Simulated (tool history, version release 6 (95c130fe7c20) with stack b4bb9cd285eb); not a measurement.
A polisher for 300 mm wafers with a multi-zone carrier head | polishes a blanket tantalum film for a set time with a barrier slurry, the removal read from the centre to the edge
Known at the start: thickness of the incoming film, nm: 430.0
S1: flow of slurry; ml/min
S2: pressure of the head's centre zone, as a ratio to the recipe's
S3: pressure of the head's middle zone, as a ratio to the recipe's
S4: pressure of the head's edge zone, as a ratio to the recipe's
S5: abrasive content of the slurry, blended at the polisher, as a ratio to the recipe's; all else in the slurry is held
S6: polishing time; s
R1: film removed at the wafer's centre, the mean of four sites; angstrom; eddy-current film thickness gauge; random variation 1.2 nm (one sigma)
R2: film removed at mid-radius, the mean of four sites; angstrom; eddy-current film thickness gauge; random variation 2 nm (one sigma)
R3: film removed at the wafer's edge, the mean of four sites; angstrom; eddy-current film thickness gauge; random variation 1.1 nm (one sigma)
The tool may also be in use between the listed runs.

| run | hour | S1 | S2 | S3 | S4 | S5 | S6 | R1 | R2 | R3 |
|---|---|---|---|---|---|---|---|---|---|---|
| 1 | 0 | 130 | 1 | 1 | 1 | 1 | 79 | 1170.2 | 1128.3 | 1150.7 |
| 2 | 8.3 | 140 | 1 | 1.04 | 1.05 | 1.15 | 83 | 1307 | 1308.8 | 1287.6 |
| 3 | 13.1 | 140 | 1 | 1.04 | 1.05 | 1.15 | 92 | 1431.3 | 1451.5 | 1423.9 |
| 4 | 18.6 | 140 | 1 | 1.04 | 1.05 | 1.15 | 110 | 1693.5 | 1737.1 | 1687.8 |
| 5 | 25 | 140 | 0.99 | 1.05 | 1.06 | 1.15 | 110 | 1693.6 | 1699.9 | 1722.7 |
| 6 | 33.8 | 140 | 0.99 | 1.05 | 1.06 | 1.15 | 93 | 1436.6 | 1450.7 | 1446.5 |
| 7 | 41.1 | 150 | 0.98 | 1.09 | 1.09 | 1.2 | 93 | 1435.7 | 1538.4 | 1498.4 |
| 8 | 47.8 | 160 | 0.99 | 1.1 | 1.12 | 1.25 | 93 | 1507.5 | 1573.4 | 1538.2 |
| 9 | 54.9 | 175 | 0.96 | 1.16 | 1.17 | 1.5 | 96 | 1586.2 | 1795.1 | 1704.4 |
| 10 | 59.8 | 180 | 0.97 | 1.16 | 1.17 | 1.5 | 96 | 1601.6 | 1822.4 | 1680.1 |
| 11 | 61.5 | 180 | 0.97 | 1.16 | 1.17 | 1.5 | 96 | 1597.8 | 1809.9 | 1700.8 |

Forecast run 12:
| 12 | 66.2 | 185 | 0.98 | 1.16 | 1.17 | 1.5 | 96 | ? | ? | ? |

{"run 12": {"R1": 1634.7, "R2": 1795, "R3": 1680.9}}
